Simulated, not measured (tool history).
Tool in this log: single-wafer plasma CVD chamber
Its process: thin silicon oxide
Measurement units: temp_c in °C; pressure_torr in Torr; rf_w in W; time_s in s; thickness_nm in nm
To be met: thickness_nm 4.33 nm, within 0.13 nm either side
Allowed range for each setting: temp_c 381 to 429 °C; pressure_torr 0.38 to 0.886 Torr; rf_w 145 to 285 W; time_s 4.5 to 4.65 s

run,hour,temp_c,pressure_torr,rf_w,time_s,thickness_nm
1,0,405,0.633,215,4.5,4.9481
2,5.8,405,0.633,215,4.65,5.1078
3,12.2,412,0.633,215,4.65,5.087
4,16.6,405,0.633,215,4.65,5.1195
5,23.3,405,0.633,215,4.65,5.1544
6,31.9,405,0.616,215,4.65,4.9656
7,40.8,405,0.603,215,4.65,4.8595
8,49.4,405,0.603,215,4.65,4.8687
9,54.5,405,0.592,215,4.65,4.7835

Next run, 5 choices. One meets every target within its allowed miss, the rest don't. Which?
A,59.6,401,0.688,210,4.65,?
B,59.6,398,0.597,250,4.65,?
C,59.6,405,0.537,220,4.54,?
D,59.6,405,0.628,215,4.65,?
E,59.6,402,0.615,210,4.65,?

move,thickness_nm
A,5.4989
B,5.2935
C,4.3216
D,5.0888
E,4.9275
A: lands further from the targets than the last run did
B: lands further from the targets than the last run did
C: every result lands within tolerance
D: lands further from the targets than the last run did
E: lands further from the targets than the last run did
So the answer is move C, the one that meets all the targets.
